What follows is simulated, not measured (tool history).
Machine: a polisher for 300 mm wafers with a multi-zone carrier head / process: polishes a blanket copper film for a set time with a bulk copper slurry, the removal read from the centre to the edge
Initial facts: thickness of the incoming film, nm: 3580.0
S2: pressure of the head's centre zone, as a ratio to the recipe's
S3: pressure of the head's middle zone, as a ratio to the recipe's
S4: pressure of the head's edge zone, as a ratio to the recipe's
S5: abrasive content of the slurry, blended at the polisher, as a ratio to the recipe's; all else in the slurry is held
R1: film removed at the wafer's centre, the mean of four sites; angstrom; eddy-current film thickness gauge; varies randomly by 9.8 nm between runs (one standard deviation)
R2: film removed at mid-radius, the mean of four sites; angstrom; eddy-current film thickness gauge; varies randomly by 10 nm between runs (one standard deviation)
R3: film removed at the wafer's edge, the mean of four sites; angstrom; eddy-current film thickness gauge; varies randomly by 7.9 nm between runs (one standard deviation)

run 1 day=0.000 | flow_of_slurry_(ml/min)=235 S2=1.00 S3=1.00 S4=1.00 S5=1.0 polishing_time_(s)=54 | R1=5255.8 R2=5459.3 R3=5420.0
run 2 day=0.046 | flow_of_slurry_(ml/min)=235 S2=1.00 S3=1.00 S4=1.00 S5=1.0 polishing_time_(s)=67 | R1=6540.6 R2=6790.8 R3=6707.6
run 3 day=0.333 | flow_of_slurry_(ml/min)=205 S2=1.00 S3=1.00 S4=1.00 S5=1.0 polishing_time_(s)=67 | R1=6478.3 R2=6583.3 R3=6636.0
run 4 day=0.583 | flow_of_slurry_(ml/min)=205 S2=1.07 S3=1.00 S4=1.00 S5=1.0 polishing_time_(s)=67 | R1=6909.9 R2=6695.5 R3=6484.6
-- day=0.888 worn pad replaced by a new one
run 5 day=0.888 | flow_of_slurry_(ml/min)=205 S2=1.07 S3=1.00 S4=1.05 S5=1.0 polishing_time_(s)=67 | R1=7747.7 R2=7576.4 R3=7607.2
run 6 day=1.158 | flow_of_slurry_(ml/min)=205 S2=1.07 S3=0.98 S4=1.05 S5=1.0 polishing_time_(s)=67 | R1=7875.4 R2=7372.2 R3=7638.6
run 7 day=1.429 | flow_of_slurry_(ml/min)=205 S2=1.07 S3=0.97 S4=1.05 S5=1.0 polishing_time_(s)=67 | R1=7922.0 R2=7530.2 R3=7710.0

Estimate the outcome of run 8 from the log above:
run 8 day=1.525 | flow_of_slurry_(ml/min)=200 S2=1.06 S3=0.95 S4=1.05 S5=1.0 polishing_time_(s)=67 | R1=? R2=? R3=?

Run 8 measured R1 7808.4 angstrom, R2 7192.9 angstrom, R3 7662.5 angstrom.
